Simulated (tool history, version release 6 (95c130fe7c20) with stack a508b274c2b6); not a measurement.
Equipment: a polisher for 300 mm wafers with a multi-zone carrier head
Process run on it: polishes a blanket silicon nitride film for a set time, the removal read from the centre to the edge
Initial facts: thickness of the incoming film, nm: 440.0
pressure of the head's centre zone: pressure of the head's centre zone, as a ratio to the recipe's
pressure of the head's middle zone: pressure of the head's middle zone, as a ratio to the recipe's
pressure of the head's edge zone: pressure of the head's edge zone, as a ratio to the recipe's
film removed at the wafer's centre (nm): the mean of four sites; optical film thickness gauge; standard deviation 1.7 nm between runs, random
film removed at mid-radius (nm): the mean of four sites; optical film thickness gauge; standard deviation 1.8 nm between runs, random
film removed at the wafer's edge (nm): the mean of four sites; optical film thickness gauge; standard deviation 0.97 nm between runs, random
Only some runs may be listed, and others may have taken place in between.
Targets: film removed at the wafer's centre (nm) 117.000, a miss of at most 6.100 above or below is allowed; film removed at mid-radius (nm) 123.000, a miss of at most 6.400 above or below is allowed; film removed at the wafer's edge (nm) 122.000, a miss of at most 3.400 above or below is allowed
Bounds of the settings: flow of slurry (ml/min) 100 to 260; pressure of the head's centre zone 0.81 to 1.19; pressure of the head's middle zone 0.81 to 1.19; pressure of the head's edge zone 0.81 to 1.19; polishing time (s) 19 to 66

| run | hour | flow of slurry (ml/min) | pressure of the head's centre zone | pressure of the head's middle zone | pressure of the head's edge zone | polishing time (s) | film removed at the wafer's centre (nm) | film removed at mid-radius (nm) | film removed at the wafer's edge (nm) |
|---|---|---|---|---|---|---|---|---|---|
| 1 | 0.0 | 165 | 1.00 | 1.00 | 1.00 | 42 | 80.220 | 83.373 | 80.332 |
| 2 | 1.8 | 170 | 1.00 | 1.01 | 1.02 | 44 | 86.615 | 86.562 | 84.764 |
| 3 | 7.0 | 170 | 0.99 | 1.02 | 1.03 | 46 | 88.886 | 93.733 | 90.047 |
| 4 | 13.6 | 205 | 0.99 | 1.02 | 1.03 | 46 | 93.355 | 94.846 | 92.035 |
| 5 | 15.0 | 205 | 0.99 | 1.02 | 1.03 | 51 | 102.840 | 105.470 | 102.870 |
| 6 | 15.6 | 205 | 0.99 | 1.03 | 1.05 | 52 | 103.470 | 107.900 | 104.640 |
| 7 | 19.7 | 210 | 0.99 | 1.03 | 1.06 | 53 | 108.190 | 111.380 | 106.660 |
| 8 | 22.3 | 210 | 0.98 | 1.02 | 1.06 | 54 | 109.880 | 112.590 | 109.430 |

4 next moves are on the table. One of them brings every result within its allowed miss. Which?
| A | 24.9 | 235 | 0.92 | 0.99 | 1.05 | 59 | ? | ? | ? |
| B | 24.9 | 260 | 1.08 | 1.13 | 1.05 | 43 | ? | ? | ? |
| C | 24.9 | 170 | 0.81 | 1.02 | 1.17 | 58 | ? | ? | ? |
| D | 24.9 | 190 | 0.98 | 1.19 | 1.01 | 53 | ? | ? | ? |

| move | film removed at the wafer's centre (nm) | film removed at mid-radius (nm) | film removed at the wafer's edge (nm) |
|---|---|---|---|
| A | 116.100 | 122.690 | 119.390 |
| B | 96.100 | 100.470 | 87.668 |
| C | 99.087 | 117.480 | 119.430 |
| D | 105.420 | 123.750 | 102.580 |
A: each result inside its tolerance
B: misses by more than the last run did
C: corrects the largest miss of the last run, while another result sits out of spec
D: misses by more than the last run did
Correct choice: A, which meets every target
